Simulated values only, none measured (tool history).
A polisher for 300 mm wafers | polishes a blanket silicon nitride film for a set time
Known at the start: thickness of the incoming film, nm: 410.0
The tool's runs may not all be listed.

| run | hour | flow of slurry (ml/min) | pressure of the wafer on the pad (psi) | speed of the pad under the wafer (m/s) | polishing time (s) | film removed (Å) |
|---|---|---|---|---|---|---|
| 1 | 0 | 265 | 4.1 | 1.1 | 30 | 520.89 |
| 2 | 6.3 | 265 | 4.4 | 1.1 | 30 | 561.09 |
| 3 | 8 | 265 | 5.1 | 1.1 | 30 | 635.71 |
| 4 | 11.3 | 265 | 5.3 | 1.12 | 30 | 663.45 |
| 5 | 12.7 | 320 | 5.3 | 1.12 | 30 | 689.95 |
| 6 | 20.2 | 320 | 5.4 | 1.12 | 30 | 695.11 |
| 7 | 27.1 | 325 | 6.3 | 1.14 | 30 | 834.61 |

Run 8 comes next. What will it give?
|  | 32 | head pressure recalibrated |
| 8 | 32 | 330 | 6.3 | 1.16 | 30 | ? |

film removed (Å): 946.46

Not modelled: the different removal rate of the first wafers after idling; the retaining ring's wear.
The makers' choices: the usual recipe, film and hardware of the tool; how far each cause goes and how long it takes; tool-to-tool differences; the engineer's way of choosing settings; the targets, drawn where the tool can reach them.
